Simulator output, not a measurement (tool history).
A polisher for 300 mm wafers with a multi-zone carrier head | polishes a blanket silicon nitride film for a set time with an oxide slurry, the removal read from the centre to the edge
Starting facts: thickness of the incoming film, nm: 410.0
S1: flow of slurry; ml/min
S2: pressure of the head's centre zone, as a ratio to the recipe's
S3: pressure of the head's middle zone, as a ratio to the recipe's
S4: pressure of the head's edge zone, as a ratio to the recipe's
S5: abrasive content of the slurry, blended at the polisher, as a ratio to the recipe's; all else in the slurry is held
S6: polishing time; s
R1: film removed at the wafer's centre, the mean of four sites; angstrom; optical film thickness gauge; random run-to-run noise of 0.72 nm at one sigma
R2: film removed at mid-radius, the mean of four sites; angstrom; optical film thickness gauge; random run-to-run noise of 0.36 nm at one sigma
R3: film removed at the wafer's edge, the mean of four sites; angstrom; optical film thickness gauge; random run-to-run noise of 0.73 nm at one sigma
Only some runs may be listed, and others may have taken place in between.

Run 1, day 0: S1 150 ml/min, S2 1, S3 1, S4 1, S5 1, S6 57 s. Result: R1 322.71 angstrom, R2 321.21 angstrom, R3 332.2 angstrom.
Run 2, day 0.283: S1 150 ml/min, S2 0.94, S3 1, S4 1, S5 1, S6 57 s. Result: R1 314.87 angstrom, R2 323.41 angstrom, R3 327.9 angstrom.
Run 3, day 0.488: S1 175 ml/min, S2 0.94, S3 1, S4 1, S5 1, S6 57 s. Result: R1 305.01 angstrom, R2 323.71 angstrom, R3 323.22 angstrom.
Run 4, day 0.542: S1 170 ml/min, S2 0.98, S3 1.01, S4 0.98, S5 1.1, S6 59 s. Result: R1 346.52 angstrom, R2 351.13 angstrom, R3 358.17 angstrom.
At day 0.8: worn pad replaced by a new one.
Run 5, day 0.8: S1 165 ml/min, S2 1.01, S3 1.03, S4 0.95, S5 1.15, S6 61 s. Result: R1 429.14 angstrom, R2 424.66 angstrom, R3 418.23 angstrom.
Run 6, day 0.938: S1 165 ml/min, S2 1.01, S3 1.03, S4 1.01, S5 1.15, S6 61 s. Result: R1 423.43 angstrom, R2 426.19 angstrom, R3 435.07 angstrom.
Run 7, day 0.962: S1 165 ml/min, S2 1.01, S3 1.03, S4 1.01, S5 1.15, S6 61 s. Result: R1 437.41 angstrom, R2 429.81 angstrom, R3 425.26 angstrom.
Run 8, day 1.204: S1 160 ml/min, S2 1.04, S3 1.04, S4 1.02, S5 1.15, S6 61 s. Result: R1 444.95 angstrom, R2 428.27 angstrom, R3 423.98 angstrom.

What will run 9 give?
Run 9, day 1.271: S1 200 ml/min, S2 1.14, S3 1.1, S4 1.11, S5 1.4, S6 62 s. Result: R1 ?, R2 ?, R3 ?.

R1: 547.26 angstrom
R2: 505.36 angstrom
R3: 502.07 angstrom
